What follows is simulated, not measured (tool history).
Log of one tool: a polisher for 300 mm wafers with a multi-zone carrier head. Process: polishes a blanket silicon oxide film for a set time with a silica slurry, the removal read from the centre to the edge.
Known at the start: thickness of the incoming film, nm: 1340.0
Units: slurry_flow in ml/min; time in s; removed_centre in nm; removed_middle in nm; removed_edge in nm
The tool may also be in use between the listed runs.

run,day,slurry_flow,centre_zone,middle_zone,edge_zone,slurry_solids,time,removed_centre,removed_middle,removed_edge
1,0.000,155,1.00,1.00,1.00,1.0,44,88.565,89.678,93.527
2,0.121,175,1.04,1.03,1.01,1.0,44,93.307,95.692,95.143
3,0.321,190,1.08,1.04,1.03,1.0,44,98.486,94.540,95.960
4,0.350,190,1.08,1.04,1.10,1.0,44,97.256,97.159,97.826
5,0.450,190,1.08,1.04,1.10,1.2,44,106.610,104.000,105.350
6,0.658,200,1.10,1.06,1.09,1.2,44,108.600,106.180,105.730

Run 7 comes next. What will it give?
7,0.862,210,1.12,1.08,1.07,1.2,44,?,?,?

removed_centre: 111.050 nm
removed_middle: 108.130 nm
removed_edge: 106.240 nm

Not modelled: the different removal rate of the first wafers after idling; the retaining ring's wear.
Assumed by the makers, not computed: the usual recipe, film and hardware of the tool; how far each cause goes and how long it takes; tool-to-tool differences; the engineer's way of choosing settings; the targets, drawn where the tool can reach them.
